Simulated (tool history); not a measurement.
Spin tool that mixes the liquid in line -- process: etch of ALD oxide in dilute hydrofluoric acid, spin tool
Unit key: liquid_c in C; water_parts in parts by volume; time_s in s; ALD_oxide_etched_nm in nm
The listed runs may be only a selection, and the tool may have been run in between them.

Run 1, hour 0.0: liquid_c 22.0 C, water_parts 260 parts by volume, time_s 20 s. Result: ALD_oxide_etched_nm 0.85739 nm.
Run 2, hour 3.3: liquid_c 22.0 C, water_parts 260 parts by volume, time_s 15 s. Result: ALD_oxide_etched_nm 0.63413 nm.
Run 3, hour 10.1: liquid_c 23.0 C, water_parts 230 parts by volume, time_s 15 s. Result: ALD_oxide_etched_nm 0.77386 nm.
Run 4, hour 17.2: liquid_c 24.0 C, water_parts 205 parts by volume, time_s 15 s. Result: ALD_oxide_etched_nm 0.90860 nm.
Run 5, hour 24.8: liquid_c 25.0 C, water_parts 185 parts by volume, time_s 15 s. Result: ALD_oxide_etched_nm 1.07860 nm.
Run 6, hour 25.7: liquid_c 25.0 C, water_parts 140 parts by volume, time_s 15 s. Result: ALD_oxide_etched_nm 1.52210 nm.
Run 7, hour 30.5: liquid_c 25.0 C, water_parts 130 parts by volume, time_s 15 s. Result: ALD_oxide_etched_nm 1.64040 nm.
Run 8, hour 38.9: liquid_c 29.0 C, water_parts 50 parts by volume, time_s 15 s. Result: ALD_oxide_etched_nm 5.54210 nm.
Run 9, hour 40.9: liquid_c 29.0 C, water_parts 50 parts by volume, time_s 15 s. Result: ALD_oxide_etched_nm 5.57300 nm.
Run 10, hour 44.9: liquid_c 28.5 C, water_parts 50 parts by volume, time_s 15 s. Result: ALD_oxide_etched_nm 5.49680 nm.
Run 11, hour 47.9: liquid_c 28.0 C, water_parts 50 parts by volume, time_s 15 s. Result: ALD_oxide_etched_nm 5.36810 nm.
Run 12, hour 49.1: liquid_c 27.0 C, water_parts 50 parts by volume, time_s 15 s. Result: ALD_oxide_etched_nm 5.08860 nm.
Run 13, hour 51.3: liquid_c 25.5 C, water_parts 50 parts by volume, time_s 15 s. Result: ALD_oxide_etched_nm 4.79960 nm.

Expected results for the next run?
Run 14, hour 54.1: liquid_c 24.5 C, water_parts 55 parts by volume, time_s 15 s. Result: ALD_oxide_etched_nm ?.

{"run 14": {"ALD_oxide_etched_nm": 4.2492}}
